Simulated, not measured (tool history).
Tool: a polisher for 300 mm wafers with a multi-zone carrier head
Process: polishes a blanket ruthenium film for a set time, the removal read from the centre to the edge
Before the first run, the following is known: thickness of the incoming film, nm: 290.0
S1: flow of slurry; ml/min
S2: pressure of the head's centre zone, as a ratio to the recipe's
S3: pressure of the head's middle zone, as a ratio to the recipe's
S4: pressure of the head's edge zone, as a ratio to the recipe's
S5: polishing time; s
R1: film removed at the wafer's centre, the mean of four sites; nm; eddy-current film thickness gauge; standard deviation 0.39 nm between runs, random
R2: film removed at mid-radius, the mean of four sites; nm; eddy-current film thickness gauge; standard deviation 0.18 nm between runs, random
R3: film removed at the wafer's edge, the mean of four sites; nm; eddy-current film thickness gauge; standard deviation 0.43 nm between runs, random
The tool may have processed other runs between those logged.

run	hour	S1	S2	S3	S4	S5	R1	R2	R3
1	0.0	200	1.00	1.00	1.00	64	44.297	44.885	45.241
2	1.8	245	1.00	1.00	1.00	64	45.555	45.996	46.994
3	2.3	225	0.99	0.97	0.96	59	41.923	40.963	41.204
4	4.1	225	0.99	0.97	0.96	53	36.948	36.804	36.626
# hour 11.6: worn pad replaced by a new one
5	11.6	225	1.02	0.97	0.96	53	40.225	39.315	39.596
6	20.5	215	0.98	0.93	0.94	53	38.603	37.178	39.995
7	26.6	220	0.98	0.93	0.92	48	34.272	34.137	35.381
8	31.2	225	0.99	0.92	0.90	45	33.325	31.994	32.417
9	39.2	225	0.98	0.91	0.88	44	32.822	30.815	31.117

What will run 10 give?
10	45.7	225	0.98	0.91	0.88	44	?	?	?

R1: 32.179 nm
R2: 30.562 nm
R3: 31.056 nm
